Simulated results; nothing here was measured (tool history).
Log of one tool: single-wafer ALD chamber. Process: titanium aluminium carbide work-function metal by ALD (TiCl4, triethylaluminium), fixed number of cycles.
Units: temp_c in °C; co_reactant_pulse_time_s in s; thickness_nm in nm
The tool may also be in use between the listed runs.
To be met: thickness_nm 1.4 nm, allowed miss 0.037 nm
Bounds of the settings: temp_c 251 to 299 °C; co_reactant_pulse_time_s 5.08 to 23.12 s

run  hour  temp_c  co_reactant_pulse_time_s  thickness_nm
  1     0     275                      14.1        1.7584
  2   5.8     275                     11.27        1.7256
  3    14     275                     12.78        1.7398
  4  18.9     275                     10.07         1.676
  5  25.1     275                     13.99        1.7573
  6  27.6     275                     16.58        1.7511
  7  36.6     267                     12.92        1.6736
  8  41.7     262                     10.42        1.5753
  9  47.6     262                     10.42        1.5784
 10  52.1     258                      8.72        1.4701
 11  55.9     256                      8.48        1.4389

Which of these 4 next moves meets every target?
  A  59.7     252                     10.08             ?
  B  59.7     261                      8.53             ?
  C  59.7     254                      7.92             ?
  D  59.7     260                      9.21             ?

move  thickness_nm
   A        1.4908
   B        1.4885
   C        1.3854
   D        1.5179
A: further off than the last run
B: further off than the last run
C: meets every target
D: further off than the last run
Answer: C
